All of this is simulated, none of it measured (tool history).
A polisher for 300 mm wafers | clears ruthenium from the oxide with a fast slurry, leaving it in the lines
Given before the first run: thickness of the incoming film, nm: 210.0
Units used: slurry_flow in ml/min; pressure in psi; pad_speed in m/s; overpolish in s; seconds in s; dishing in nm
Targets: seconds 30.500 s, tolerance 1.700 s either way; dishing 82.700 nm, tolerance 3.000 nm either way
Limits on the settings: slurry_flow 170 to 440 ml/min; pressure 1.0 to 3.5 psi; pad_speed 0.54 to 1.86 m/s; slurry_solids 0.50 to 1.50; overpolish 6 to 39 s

run	hour	slurry_flow	pressure	pad_speed	slurry_solids	overpolish	seconds	dishing
1	0.0	280	2.2	1.18	1.00	20	44.903	65.953
2	3.1	280	2.3	1.18	1.00	20	44.235	67.320
3	3.7	280	2.5	1.18	1.00	20	40.953	72.279
4	8.9	280	2.5	1.18	1.00	27	40.261	91.204
5	12.6	330	2.5	1.18	1.00	27	39.651	90.899
# hour 17.7: worn pad replaced by a new one
6	17.7	330	2.5	1.02	1.00	27	42.094	91.121
7	24.9	335	2.6	1.10	0.95	26	37.895	94.074
8	31.7	350	2.6	1.12	0.95	25	36.343	90.480
9	40.0	360	2.6	1.14	0.95	24	36.692	90.433
10	48.5	360	2.6	1.14	0.95	24	35.303	91.409
11	51.6	370	2.6	1.16	0.95	23	35.343	89.423
12	53.0	365	3.0	1.16	0.95	17	30.704	80.096

Exercise: of the 5 proposed moves below, exactly one satisfies all targets within the stated allowed misses. Which move is it?
A	54.4	325	3.0	1.14	0.90	17	?	?
B	54.4	430	2.9	1.20	0.95	18	?	?
C	54.4	355	2.7	1.06	1.30	18	?	?
D	54.4	360	3.1	1.14	0.85	15	?	?
E	54.4	310	3.1	1.16	0.85	16	?	?

move	seconds	dishing
A	31.948	76.551
B	30.277	83.328
C	33.639	76.883
D	31.257	70.575
E	31.100	74.562
A: lands further from the targets than the last run did
B: all results in spec
C: lands further from the targets than the last run did
D: lands further from the targets than the last run did
E: lands further from the targets than the last run did
B is the move that brings every result within its allowed miss.
